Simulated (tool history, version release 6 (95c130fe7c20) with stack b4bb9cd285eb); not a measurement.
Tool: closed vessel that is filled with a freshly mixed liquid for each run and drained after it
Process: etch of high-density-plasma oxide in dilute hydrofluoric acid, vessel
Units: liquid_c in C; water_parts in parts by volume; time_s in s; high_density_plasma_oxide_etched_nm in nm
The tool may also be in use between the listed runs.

run  hour  liquid_c  water_parts  time_s  high_density_plasma_oxide_etched_nm
  1   0.0      23.0          165     855                               34.807
  2   4.3      22.5          170     855                               32.805
  3   5.5      22.0          175     855                               31.171
  4  13.6      22.0          175     920                               33.381
  5  19.0      24.5          175     920                               36.606
  6  20.2      23.5          180     920                               34.258
  7  25.4      22.5          185     920                               32.097
  8  33.9      22.0          190     920                               30.232
  9  42.2      21.5          195     920                               28.841
 10  44.3      21.0          200     920                               27.566
 11  48.5      20.5          200     920                               26.818
 12  50.5      20.0          200     920                               26.108
 13  52.3      19.5          200     920                               25.735
 14  57.1      19.0          200     920                               25.238
 15  58.4      18.0          210     920                               23.067

The next listed run, before its measurement:
 16  65.4      18.0          210     920                                    ?

{"run 16": {"high_density_plasma_oxide_etched_nm": 22.958}}
